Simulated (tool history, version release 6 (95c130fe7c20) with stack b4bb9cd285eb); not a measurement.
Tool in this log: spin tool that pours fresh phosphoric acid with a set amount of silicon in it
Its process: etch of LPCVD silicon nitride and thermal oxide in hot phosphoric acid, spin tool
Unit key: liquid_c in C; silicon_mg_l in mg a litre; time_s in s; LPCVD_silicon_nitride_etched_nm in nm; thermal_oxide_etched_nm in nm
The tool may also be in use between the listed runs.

| run | hour | liquid_c | silicon_mg_l | time_s | LPCVD_silicon_nitride_etched_nm | thermal_oxide_etched_nm |
|---|---|---|---|---|---|---|
| 1 | 0.0 | 162.0 | 13.5 | 175 | 16.365 | 0.36344 |
| 2 | 6.6 | 162.0 | 13.5 | 235 | 22.551 | 0.44477 |
| 3 | 9.9 | 162.0 | 21.0 | 235 | 22.566 | 0.42905 |
| 4 | 12.7 | 161.5 | 21.0 | 210 | 19.767 | 0.34115 |
| 5 | 15.5 | 161.5 | 18.0 | 210 | 20.055 | 0.41133 |
| 6 | 23.5 | 163.5 | 18.0 | 210 | 20.985 | 0.49647 |
| 7 | 24.1 | 162.5 | 17.5 | 190 | 18.484 | 0.35456 |
| 8 | 25.7 | 163.0 | 14.5 | 110 | 10.985 | 0.25194 |
| 9 | 32.0 | 163.0 | 17.0 | 115 | 11.419 | 0.21238 |
| 10 | 35.0 | 163.5 | 17.5 | 120 | 12.132 | 0.22537 |
| 11 | 40.0 | 164.0 | 17.5 | 120 | 12.312 | 0.25221 |

What will run 12 give?
| 12 | 47.4 | 164.0 | 18.5 | 120 | ? | ? |

{"run 12": {"LPCVD_silicon_nitride_etched_nm": 12.185, "thermal_oxide_etched_nm": 0.30658}}

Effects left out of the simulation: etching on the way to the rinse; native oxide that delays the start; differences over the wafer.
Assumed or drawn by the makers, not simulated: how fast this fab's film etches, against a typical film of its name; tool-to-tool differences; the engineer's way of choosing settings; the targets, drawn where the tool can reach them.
